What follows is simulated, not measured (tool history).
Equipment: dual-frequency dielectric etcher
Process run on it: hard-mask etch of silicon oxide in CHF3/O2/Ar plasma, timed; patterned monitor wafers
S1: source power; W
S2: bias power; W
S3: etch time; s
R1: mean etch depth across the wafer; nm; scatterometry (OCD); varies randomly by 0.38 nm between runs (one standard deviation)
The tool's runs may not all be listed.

run	hour	S1	S2	S3	R1
1	0.0	530	217	32	72.719
2	8.7	550	218	32	73.077
3	13.1	570	220	32	74.916
4	15.4	570	220	33	76.933
5	23.4	580	221	33	77.294
6	28.0	590	222	33	77.722

The next listed run, before its measurement:
7	35.9	600	223	33	?

Run 7 produced R1 78.245 nm.
